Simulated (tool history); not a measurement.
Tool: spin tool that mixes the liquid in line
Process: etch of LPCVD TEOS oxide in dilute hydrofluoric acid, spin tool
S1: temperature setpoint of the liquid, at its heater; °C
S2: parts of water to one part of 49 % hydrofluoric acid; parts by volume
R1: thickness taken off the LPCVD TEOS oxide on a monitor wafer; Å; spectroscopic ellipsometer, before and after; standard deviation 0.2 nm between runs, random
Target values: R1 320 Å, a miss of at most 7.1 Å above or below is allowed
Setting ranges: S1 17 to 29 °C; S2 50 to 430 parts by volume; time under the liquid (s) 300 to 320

{"run": 1, "hour": 0.0, "S1": 21, "S2": 240, "time under the liquid (s)": 300, "R1": 152.46}
{"run": 2, "hour": 5.6, "S1": 22.5, "S2": 220, "time under the liquid (s)": 300, "R1": 182.59}
{"run": 3, "hour": 11.4, "S1": 22.5, "S2": 155, "time under the liquid (s)": 300, "R1": 273.2}
{"run": 4, "hour": 19.4, "S1": 22.5, "S2": 70, "time under the liquid (s)": 300, "R1": 674.11}
{"run": 5, "hour": 20.7, "S1": 21.5, "S2": 85, "time under the liquid (s)": 300, "R1": 522.24}
{"run": 6, "hour": 28.4, "S1": 21.5, "S2": 85, "time under the liquid (s)": 300, "R1": 522.48}
{"run": 7, "hour": 32.5, "S1": 17.5, "S2": 160, "time under the liquid (s)": 300, "R1": 218.76}
{"run": 8, "hour": 38.3, "S1": 19, "S2": 160, "time under the liquid (s)": 300, "R1": 232.4}
{"run": 9, "hour": 43.6, "S1": 20, "S2": 160, "time under the liquid (s)": 300, "R1": 238.32}
{"run": 10, "hour": 48.6, "S1": 21, "S2": 160, "time under the liquid (s)": 300, "R1": 253.56}
{"run": 11, "hour": 51.4, "S1": 25, "S2": 160, "time under the liquid (s)": 300, "R1": 290.08}
{"run": 12, "hour": 58.2, "S1": 26, "S2": 160, "time under the liquid (s)": 300, "R1": 301.58}

Exercise: of the 5 proposed moves below, exactly one satisfies all targets within the stated allowed misses. Which move is it?
{"run": "A", "hour": 65.0, "S1": 25, "S2": 165, "time under the liquid (s)": 320, "R1": "?"}
{"run": "B", "hour": 65.0, "S1": 29, "S2": 160, "time under the liquid (s)": 305, "R1": "?"}
{"run": "C", "hour": 65.0, "S1": 27.5, "S2": 160, "time under the liquid (s)": 300, "R1": "?"}
{"run": "D", "hour": 65.0, "S1": 25, "S2": 145, "time under the liquid (s)": 305, "R1": "?"}
{"run": "E", "hour": 65.0, "S1": 24.5, "S2": 160, "time under the liquid (s)": 320, "R1": "?"}

move=A R1=300.33
move=B R1=343.98
move=C R1=320.4
move=D R1=333.39
move=E R1=305.69
A: lands further from the targets than the last run did
B: takes the biggest miss from the last run beyond its target
C: each result inside its tolerance
D: takes the biggest miss from the last run beyond its target
E: nearer than the last run, and not there yet
The right move is C.

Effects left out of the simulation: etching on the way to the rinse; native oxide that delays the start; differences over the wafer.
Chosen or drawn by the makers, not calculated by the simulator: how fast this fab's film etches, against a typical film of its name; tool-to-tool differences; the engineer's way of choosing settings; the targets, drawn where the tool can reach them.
